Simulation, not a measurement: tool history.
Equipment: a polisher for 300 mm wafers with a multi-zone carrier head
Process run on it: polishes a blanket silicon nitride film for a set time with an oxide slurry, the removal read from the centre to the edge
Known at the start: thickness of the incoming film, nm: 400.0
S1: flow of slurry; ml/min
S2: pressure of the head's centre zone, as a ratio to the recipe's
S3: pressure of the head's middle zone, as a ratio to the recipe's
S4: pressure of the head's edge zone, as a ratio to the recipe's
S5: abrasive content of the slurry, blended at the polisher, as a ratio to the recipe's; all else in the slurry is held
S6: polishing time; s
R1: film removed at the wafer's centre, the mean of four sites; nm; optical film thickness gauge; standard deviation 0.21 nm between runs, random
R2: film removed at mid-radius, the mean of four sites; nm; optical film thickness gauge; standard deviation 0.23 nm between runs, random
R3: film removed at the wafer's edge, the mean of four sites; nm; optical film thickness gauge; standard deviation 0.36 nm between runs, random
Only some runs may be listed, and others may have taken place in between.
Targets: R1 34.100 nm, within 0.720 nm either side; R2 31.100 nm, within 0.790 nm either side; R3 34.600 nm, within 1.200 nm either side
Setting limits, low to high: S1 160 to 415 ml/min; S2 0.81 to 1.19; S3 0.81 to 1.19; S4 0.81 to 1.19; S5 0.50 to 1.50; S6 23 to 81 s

| run | hour | S1 | S2 | S3 | S4 | S5 | S6 | R1 | R2 | R3 |
|---|---|---|---|---|---|---|---|---|---|---|
| 1 | 0.0 | 265 | 1.00 | 1.00 | 1.00 | 1.00 | 52 | 34.586 | 36.384 | 36.126 |
| 2 | 2.9 | 265 | 1.00 | 1.05 | 1.00 | 1.00 | 52 | 34.532 | 38.024 | 36.002 |
| 3 | 6.5 | 255 | 1.01 | 1.01 | 0.99 | 1.00 | 52 | 34.951 | 36.563 | 36.164 |
| 4 | 11.6 | 255 | 1.01 | 1.01 | 0.99 | 1.10 | 52 | 36.498 | 38.422 | 37.562 |
| 5 | 20.2 | 255 | 1.05 | 1.01 | 0.99 | 1.10 | 52 | 37.326 | 37.940 | 37.671 |
| 6 | 26.3 | 255 | 1.05 | 1.01 | 0.99 | 1.10 | 64 | 45.963 | 47.120 | 45.218 |
| 7 | 34.3 | 250 | 1.04 | 0.97 | 0.98 | 1.00 | 64 | 43.757 | 42.835 | 42.766 |
| 8 | 36.0 | 240 | 1.02 | 0.94 | 0.96 | 0.95 | 64 | 41.191 | 41.209 | 41.690 |
| 9 | 42.8 | 235 | 1.02 | 0.92 | 0.95 | 0.90 | 64 | 40.581 | 39.229 | 41.293 |
| 10 | 46.0 | 235 | 1.02 | 0.91 | 0.93 | 0.85 | 64 | 39.555 | 37.702 | 39.412 |
| 11 | 52.6 | 230 | 1.01 | 0.89 | 0.91 | 0.80 | 64 | 37.966 | 35.916 | 37.954 |
| 12 | 55.5 | 225 | 1.00 | 0.87 | 0.90 | 0.80 | 64 | 37.099 | 35.346 | 36.958 |
| 13 | 64.3 | 220 | 1.00 | 0.86 | 0.90 | 0.75 | 64 | 36.463 | 34.082 | 36.223 |

Which one of the following 4 next-run settings gets every result inside its allowed miss? There is exactly one.
| A | 73.1 | 265 | 0.98 | 0.81 | 0.99 | 0.65 | 68 | ? | ? | ? |
| B | 73.1 | 265 | 1.12 | 0.85 | 0.81 | 0.60 | 69 | ? | ? | ? |
| C | 73.1 | 265 | 0.84 | 0.90 | 0.98 | 0.70 | 67 | ? | ? | ? |
| D | 73.1 | 205 | 0.99 | 0.83 | 0.89 | 0.80 | 60 | ? | ? | ? |

| move | R1 | R2 | R3 |
|---|---|---|---|
| A | 35.746 | 32.144 | 37.667 |
| B | 38.616 | 32.405 | 33.753 |
| C | 32.527 | 35.997 | 38.452 |
| D | 34.338 | 31.349 | 34.767 |
A: closes in on the targets versus the last run, not all within tolerance yet
B: misses by more than the last run did
C: misses by more than the last run did
D: all results in spec
Go with D: it meets all targets.

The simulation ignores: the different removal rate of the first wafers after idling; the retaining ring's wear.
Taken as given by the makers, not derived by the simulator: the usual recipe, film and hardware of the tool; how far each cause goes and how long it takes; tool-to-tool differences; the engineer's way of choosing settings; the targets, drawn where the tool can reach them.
